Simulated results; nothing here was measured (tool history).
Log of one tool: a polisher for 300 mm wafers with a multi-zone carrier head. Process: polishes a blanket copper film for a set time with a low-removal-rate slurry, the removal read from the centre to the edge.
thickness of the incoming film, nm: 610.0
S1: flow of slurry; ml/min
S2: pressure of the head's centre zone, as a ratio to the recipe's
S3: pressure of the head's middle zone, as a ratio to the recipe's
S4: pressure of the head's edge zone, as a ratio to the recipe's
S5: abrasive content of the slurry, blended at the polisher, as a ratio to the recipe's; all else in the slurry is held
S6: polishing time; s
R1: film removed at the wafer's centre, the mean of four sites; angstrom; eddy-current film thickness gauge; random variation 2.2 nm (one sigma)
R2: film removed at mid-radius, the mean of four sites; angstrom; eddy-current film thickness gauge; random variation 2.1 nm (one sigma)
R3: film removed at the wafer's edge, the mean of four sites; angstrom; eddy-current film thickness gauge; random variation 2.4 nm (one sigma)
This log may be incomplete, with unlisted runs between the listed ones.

run	hour	S1	S2	S3	S4	S5	S6	R1	R2	R3
1	0	165	1	1	1	1	50	2454	2485.1	2454.6
2	2.8	165	1	1	0.92	1	50	2496.2	2482.6	2379.6
3	9.1	160	0.98	0.99	0.92	0.95	50	2408.6	2425.6	2348.8
4	16.6	160	0.98	0.99	0.95	0.95	50	2386.1	2384.2	2384.8
5	19	160	0.98	0.99	0.95	1.1	50	2379.3	2458.4	2475.9
6	21.8	160	0.98	0.99	0.95	1.25	50	2516.6	2593.1	2523
7	25.3	160	0.97	0.98	0.95	1.2	50	2483.1	2467.8	2479.2
8	28.9	155	0.96	0.98	0.95	1.15	50	2393.5	2460.6	2472.3
9	33.2	155	0.95	0.97	0.95	1.1	50	2343.4	2406.4	2464.7
10	33.7	155	0.94	0.97	0.95	1.05	50	2351.2	2386.5	2426.1

What will run 11 give?
11	35.3	150	0.93	0.97	0.95	1	49	?	?	?

{"run 11": {"R1": 2176.1, "R2": 2332.3, "R3": 2344.2}}

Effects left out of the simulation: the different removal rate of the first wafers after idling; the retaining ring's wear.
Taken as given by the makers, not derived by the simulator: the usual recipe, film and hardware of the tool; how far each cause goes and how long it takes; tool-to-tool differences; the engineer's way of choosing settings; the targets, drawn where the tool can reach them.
